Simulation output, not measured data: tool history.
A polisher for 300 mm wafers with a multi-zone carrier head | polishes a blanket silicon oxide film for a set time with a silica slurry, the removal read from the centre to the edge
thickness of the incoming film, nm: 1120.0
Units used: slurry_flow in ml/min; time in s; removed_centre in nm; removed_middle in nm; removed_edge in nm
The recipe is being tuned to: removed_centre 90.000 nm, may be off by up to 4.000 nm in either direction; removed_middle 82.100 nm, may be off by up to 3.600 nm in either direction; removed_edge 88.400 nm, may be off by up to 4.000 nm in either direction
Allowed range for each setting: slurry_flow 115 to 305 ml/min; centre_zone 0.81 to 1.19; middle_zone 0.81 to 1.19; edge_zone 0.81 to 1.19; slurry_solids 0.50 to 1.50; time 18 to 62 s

run 1 hour=0.0 | slurry_flow=195 centre_zone=1.00 middle_zone=1.00 edge_zone=1.00 slurry_solids=1.00 time=40 | removed_centre=162.210 removed_middle=162.920 removed_edge=154.630
run 2 hour=1.1 | slurry_flow=190 centre_zone=0.99 middle_zone=0.98 edge_zone=0.99 slurry_solids=0.95 time=38 | removed_centre=147.830 removed_middle=149.880 removed_edge=146.260
run 3 hour=9.2 | slurry_flow=190 centre_zone=1.00 middle_zone=0.97 edge_zone=0.99 slurry_solids=0.90 time=36 | removed_centre=134.710 removed_middle=133.530 removed_edge=129.520
run 4 hour=12.1 | slurry_flow=185 centre_zone=1.00 middle_zone=0.95 edge_zone=0.99 slurry_solids=0.85 time=35 | removed_centre=128.110 removed_middle=127.730 removed_edge=127.590
run 5 hour=17.3 | slurry_flow=185 centre_zone=1.01 middle_zone=0.94 edge_zone=0.99 slurry_solids=0.80 time=34 | removed_centre=126.990 removed_middle=119.650 removed_edge=117.780
run 6 hour=25.6 | slurry_flow=230 centre_zone=1.01 middle_zone=0.94 edge_zone=0.99 slurry_solids=0.80 time=34 | removed_centre=125.310 removed_middle=119.790 removed_edge=121.920
run 7 hour=34.4 | slurry_flow=230 centre_zone=1.01 middle_zone=0.93 edge_zone=0.99 slurry_solids=0.75 time=33 | removed_centre=119.390 removed_middle=115.660 removed_edge=114.470
run 8 hour=39.2 | slurry_flow=230 centre_zone=1.01 middle_zone=0.93 edge_zone=0.99 slurry_solids=0.75 time=33 | removed_centre=119.700 removed_middle=111.680 removed_edge=113.290
run 9 hour=40.2 | slurry_flow=230 centre_zone=1.00 middle_zone=0.92 edge_zone=0.99 slurry_solids=0.70 time=32 | removed_centre=110.700 removed_middle=103.580 removed_edge=105.710
run 10 hour=42.6 | slurry_flow=230 centre_zone=0.99 middle_zone=0.91 edge_zone=0.98 slurry_solids=0.65 time=32 | removed_centre=104.100 removed_middle=100.180 removed_edge=103.020
run 11 hour=51.3 | slurry_flow=230 centre_zone=0.99 middle_zone=0.90 edge_zone=0.97 slurry_solids=0.65 time=32 | removed_centre=104.940 removed_middle=99.161 removed_edge=99.942
run 12 hour=58.5 | slurry_flow=230 centre_zone=0.98 middle_zone=0.89 edge_zone=0.97 slurry_solids=0.65 time=32 | removed_centre=103.880 removed_middle=96.804 removed_edge=102.980
run 13 hour=66.8 | slurry_flow=230 centre_zone=0.98 middle_zone=0.88 edge_zone=0.96 slurry_solids=0.65 time=32 | removed_centre=104.220 removed_middle=99.445 removed_edge=101.380
run 14 hour=67.8 | slurry_flow=230 centre_zone=0.98 middle_zone=0.87 edge_zone=0.96 slurry_solids=0.65 time=32 | removed_centre=107.000 removed_middle=97.973 removed_edge=101.620
run 15 hour=76.7 | slurry_flow=230 centre_zone=0.98 middle_zone=0.87 edge_zone=0.96 slurry_solids=0.65 time=32 | removed_centre=102.410 removed_middle=95.032 removed_edge=102.830
run 16 hour=82.1 | slurry_flow=230 centre_zone=0.98 middle_zone=0.87 edge_zone=0.96 slurry_solids=0.65 time=32 | removed_centre=104.800 removed_middle=95.709 removed_edge=101.600
run 17 hour=88.6 | slurry_flow=230 centre_zone=0.97 middle_zone=0.86 edge_zone=0.95 slurry_solids=0.65 time=32 | removed_centre=103.060 removed_middle=94.999 removed_edge=101.570
run 18 hour=93.6 | slurry_flow=190 centre_zone=0.95 middle_zone=0.81 edge_zone=0.86 slurry_solids=0.50 time=31 | removed_centre=83.265 removed_middle=75.162 removed_edge=78.738
run 19 hour=98.0 | slurry_flow=195 centre_zone=0.95 middle_zone=0.81 edge_zone=0.87 slurry_solids=0.50 time=31 | removed_centre=83.326 removed_middle=75.373 removed_edge=81.303
run 20 hour=105.5 | slurry_flow=200 centre_zone=0.95 middle_zone=0.81 edge_zone=0.88 slurry_solids=0.50 time=31 | removed_centre=83.263 removed_middle=75.925 removed_edge=81.624
run 21 hour=110.2 | slurry_flow=205 centre_zone=0.95 middle_zone=0.81 edge_zone=0.89 slurry_solids=0.50 time=31 | removed_centre=82.125 removed_middle=75.319 removed_edge=80.920
run 22 hour=112.8 | slurry_flow=210 centre_zone=0.95 middle_zone=0.81 edge_zone=0.90 slurry_solids=0.50 time=31 | removed_centre=83.019 removed_middle=77.419 removed_edge=82.399

Next run, 5 choices. One meets every target within its allowed miss, the rest don't. Which?
run A hour=115.4 | slurry_flow=155 centre_zone=0.98 middle_zone=0.85 edge_zone=0.96 slurry_solids=0.50 time=33 | removed_centre=? removed_middle=? removed_edge=?
run B hour=115.4 | slurry_flow=180 centre_zone=0.99 middle_zone=0.83 edge_zone=0.93 slurry_solids=0.60 time=27 | removed_centre=? removed_middle=? removed_edge=?
run C hour=115.4 | slurry_flow=170 centre_zone=0.92 middle_zone=0.81 edge_zone=1.05 slurry_solids=0.75 time=25 | removed_centre=? removed_middle=? removed_edge=?
run D hour=115.4 | slurry_flow=185 centre_zone=0.88 middle_zone=0.81 edge_zone=1.00 slurry_solids=0.95 time=21 | removed_centre=? removed_middle=? removed_edge=?
run E hour=115.4 | slurry_flow=235 centre_zone=0.96 middle_zone=0.86 edge_zone=0.93 slurry_solids=0.50 time=29 | removed_centre=? removed_middle=? removed_edge=?

move=A removed_centre=88.133 removed_middle=83.291 removed_edge=89.363
move=B removed_centre=81.714 removed_middle=74.839 removed_edge=80.372
move=C removed_centre=78.181 removed_middle=75.653 removed_edge=87.990
move=D removed_centre=70.730 removed_middle=71.532 removed_edge=81.038
move=E removed_centre=79.309 removed_middle=76.916 removed_edge=79.670
A: meets every target
B: lands further from the targets than the last run did
C: lands further from the targets than the last run did
D: lands further from the targets than the last run did
E: lands further from the targets than the last run did
Go with A: it meets all targets.
